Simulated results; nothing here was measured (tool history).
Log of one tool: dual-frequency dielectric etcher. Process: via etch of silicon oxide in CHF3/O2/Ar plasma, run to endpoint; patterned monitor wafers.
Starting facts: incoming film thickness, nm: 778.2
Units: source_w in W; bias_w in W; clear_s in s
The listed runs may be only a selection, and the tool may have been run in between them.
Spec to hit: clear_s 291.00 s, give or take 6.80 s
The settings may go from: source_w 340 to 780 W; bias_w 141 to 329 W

{"run": 1, "day": 0.0, "source_w": 560, "bias_w": 235, "clear_s": 338.05}
{"run": 2, "day": 0.175, "source_w": 580, "bias_w": 238, "clear_s": 332.08}
{"run": 3, "day": 0.483, "source_w": 600, "bias_w": 241, "clear_s": 326.59}
{"run": 4, "day": 0.646, "source_w": 620, "bias_w": 243, "clear_s": 320.8}
{"run": 5, "day": 0.929, "source_w": 640, "bias_w": 245, "clear_s": 318.51}
{"run": 6, "day": 0.958, "source_w": 640, "bias_w": 205, "clear_s": 348.48}
{"run": 7, "day": 1.067, "source_w": 650, "bias_w": 212, "clear_s": 340.29}
{"run": 8, "day": 1.367, "source_w": 660, "bias_w": 218, "clear_s": 332.07}
{"run": 9, "day": 1.646, "source_w": 670, "bias_w": 223, "clear_s": 328.07}
{"run": 10, "day": 1.796, "source_w": 680, "bias_w": 228, "clear_s": 322.25}
{"day": 1.958, "done": "source power generator calibrated"}
{"run": 11, "day": 1.958, "source_w": 680, "bias_w": 228, "clear_s": 324.3}
{"run": 12, "day": 2.175, "source_w": 690, "bias_w": 233, "clear_s": 319.52}
{"run": 13, "day": 2.317, "source_w": 700, "bias_w": 237, "clear_s": 314.9}
{"run": 14, "day": 2.571, "source_w": 710, "bias_w": 240, "clear_s": 312.32}
{"run": 15, "day": 2.762, "source_w": 720, "bias_w": 243, "clear_s": 306.7}

Exactly one of the 4 candidate moves below puts every result within its allowed miss. Which one?
{"run": "A", "day": 2.954, "source_w": 730, "bias_w": 221, "clear_s": "?"}
{"run": "B", "day": 2.954, "source_w": 710, "bias_w": 272, "clear_s": "?"}
{"run": "C", "day": 2.954, "source_w": 660, "bias_w": 254, "clear_s": "?"}
{"run": "D", "day": 2.954, "source_w": 620, "bias_w": 261, "clear_s": "?"}

move=A clear_s=321.76
move=B clear_s=291.06
move=C clear_s=308.70
move=D clear_s=310.41
A: its largest miss is bigger than the last run's
B: every result lands within tolerance
C: its largest miss is bigger than the last run's
D: its largest miss is bigger than the last run's
Go with B: it meets all targets.
